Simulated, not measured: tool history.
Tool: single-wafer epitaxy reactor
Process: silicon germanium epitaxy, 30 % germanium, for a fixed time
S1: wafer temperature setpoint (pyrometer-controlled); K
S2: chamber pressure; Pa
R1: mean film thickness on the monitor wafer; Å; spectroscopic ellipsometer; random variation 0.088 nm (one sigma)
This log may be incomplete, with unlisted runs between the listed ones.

run 1 hour=0 | S1=863.15 S2=1933 | R1=430.99
run 2 hour=0.8 | S1=861.15 S2=1933 | R1=414.05
run 3 hour=3.9 | S1=859.15 S2=1933 | R1=399.22
run 4 hour=11 | S1=859.15 S2=1787 | R1=387.65
run 5 hour=11.9 | S1=857.15 S2=1787 | R1=372.52
run 6 hour=15.1 | S1=856.15 S2=1787 | R1=365.5
run 7 hour=15.8 | S1=855.15 S2=1787 | R1=357.84

Run 8, settings as shown, results not yet in. Your forecast:
run 8 hour=18 | S1=854.15 S2=1787 | R1=?

R1: 352.52 Å
